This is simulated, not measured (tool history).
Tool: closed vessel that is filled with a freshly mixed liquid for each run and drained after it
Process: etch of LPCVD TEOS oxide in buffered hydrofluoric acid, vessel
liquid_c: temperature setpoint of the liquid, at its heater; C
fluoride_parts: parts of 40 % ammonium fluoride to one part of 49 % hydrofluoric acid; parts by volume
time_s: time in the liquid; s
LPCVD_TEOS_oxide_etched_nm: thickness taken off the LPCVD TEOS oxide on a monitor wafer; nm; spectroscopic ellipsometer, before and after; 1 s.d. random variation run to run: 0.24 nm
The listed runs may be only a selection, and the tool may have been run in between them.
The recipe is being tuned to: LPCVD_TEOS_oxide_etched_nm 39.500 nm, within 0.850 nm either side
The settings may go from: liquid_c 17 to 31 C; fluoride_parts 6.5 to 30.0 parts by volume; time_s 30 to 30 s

| run | hour | liquid_c | fluoride_parts | time_s | LPCVD_TEOS_oxide_etched_nm |
|---|---|---|---|---|---|
| 1 | 0.0 | 23 | 18.5 | 30 | 23.747 |
| 2 | 2.6 | 23 | 18.5 | 30 | 24.088 |
| 3 | 5.1 | 23 | 16.0 | 30 | 27.744 |
| 4 | 9.7 | 23 | 14.0 | 30 | 31.751 |
| 5 | 15.0 | 20 | 14.0 | 30 | 27.079 |
| 6 | 18.7 | 20 | 14.0 | 30 | 26.976 |
| 7 | 20.8 | 21 | 14.0 | 30 | 28.411 |
| 8 | 23.7 | 22 | 14.0 | 30 | 30.261 |

Next run, 5 choices. One meets every target within its allowed miss, the rest don't. Which?
| A | 26.6 | 23 | 10.5 | 30 | ? |
| B | 26.6 | 24 | 10.0 | 30 | ? |
| C | 26.6 | 22 | 11.5 | 30 | ? |
| D | 26.6 | 21 | 10.0 | 30 | ? |
| E | 26.6 | 22 | 10.0 | 30 | ? |

| move | LPCVD_TEOS_oxide_etched_nm |
|---|---|
| A | 42.281 |
| B | 46.830 |
| C | 36.618 |
| D | 39.699 |
| E | 41.961 |
A: moves the result that the last run missed by most past its target, out the other side
B: moves the result that the last run missed by most past its target, out the other side
C: nearer the targets than the last run, but a result is still out of spec
D: in spec on every target
E: moves the result that the last run missed by most past its target, out the other side
Answer: D
